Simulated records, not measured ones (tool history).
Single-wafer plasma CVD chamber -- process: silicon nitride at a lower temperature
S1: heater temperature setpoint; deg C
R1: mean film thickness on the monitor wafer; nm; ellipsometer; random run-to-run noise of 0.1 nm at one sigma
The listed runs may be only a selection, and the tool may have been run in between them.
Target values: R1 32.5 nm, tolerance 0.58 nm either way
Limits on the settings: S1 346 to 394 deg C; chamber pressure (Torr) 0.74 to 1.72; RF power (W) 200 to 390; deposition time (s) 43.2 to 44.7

Run 1, hour 0: S1 370 deg C, chamber pressure (Torr) 1.23, RF power (W) 295, deposition time (s) 43.2. Result: R1 39.535 nm.
Run 2, hour 1.6: S1 370 deg C, chamber pressure (Torr) 1.12, RF power (W) 285, deposition time (s) 43.2. Result: R1 36.978 nm.
Run 3, hour 10: S1 377 deg C, chamber pressure (Torr) 1.12, RF power (W) 285, deposition time (s) 43.2. Result: R1 36.875 nm.
Run 4, hour 16.3: S1 377 deg C, chamber pressure (Torr) 1.02, RF power (W) 285, deposition time (s) 43.2. Result: R1 36.37 nm.
Run 5, hour 23.8: S1 377 deg C, chamber pressure (Torr) 1.19, RF power (W) 285, deposition time (s) 43.2. Result: R1 37.624 nm.
Run 6, hour 25.5: S1 377 deg C, chamber pressure (Torr) 1.19, RF power (W) 285, deposition time (s) 43.2. Result: R1 37.71 nm.
Run 7, hour 29.4: S1 377 deg C, chamber pressure (Torr) 1.09, RF power (W) 280, deposition time (s) 43.2. Result: R1 36.229 nm.
Run 8, hour 37.8: S1 377 deg C, chamber pressure (Torr) 1.01, RF power (W) 275, deposition time (s) 43.2. Result: R1 34.781 nm.
Run 9, hour 46.1: S1 377 deg C, chamber pressure (Torr) 0.95, RF power (W) 275, deposition time (s) 43.2. Result: R1 34.427 nm.
Run 10, hour 51.8: S1 377 deg C, chamber pressure (Torr) 0.9, RF power (W) 275, deposition time (s) 43.2. Result: R1 33.767 nm.
Run 11, hour 57.4: S1 377 deg C, chamber pressure (Torr) 0.87, RF power (W) 275, deposition time (s) 43.2. Result: R1 33.501 nm.
Run 12, hour 62.4: S1 377 deg C, chamber pressure (Torr) 0.87, RF power (W) 275, deposition time (s) 43.2. Result: R1 33.395 nm.
Run 13, hour 66.6: S1 377 deg C, chamber pressure (Torr) 0.77, RF power (W) 270, deposition time (s) 43.2. Result: R1 31.935 nm.
At hour 67.3: RF generator calibrated.
Run 14, hour 67.3: S1 377 deg C, chamber pressure (Torr) 0.83, RF power (W) 270, deposition time (s) 43.2. Result: R1 34.459 nm.

Exactly one of the 4 candidate moves below puts every result within its allowed miss. Which one?
Run A, hour 68: S1 374 deg C, chamber pressure (Torr) 0.75, RF power (W) 255, deposition time (s) 44.7. Result: R1 ?.
Run B, hour 68: S1 379 deg C, chamber pressure (Torr) 0.95, RF power (W) 260, deposition time (s) 43.6. Result: R1 ?.
Run C, hour 68: S1 365 deg C, chamber pressure (Torr) 1.16, RF power (W) 265, deposition time (s) 44.1. Result: R1 ?.
Run D, hour 68: S1 376 deg C, chamber pressure (Torr) 0.95, RF power (W) 235, deposition time (s) 44.4. Result: R1 ?.

move      R1
   A  32.376
   B  34.318
   C  37.499
   D  31.191
A: every result within its allowed miss
B: nearer the targets than the last run, but a result is still out of spec
C: further off than the last run
D: pushes the last run's worst result past its target
Go with A: it meets all targets.
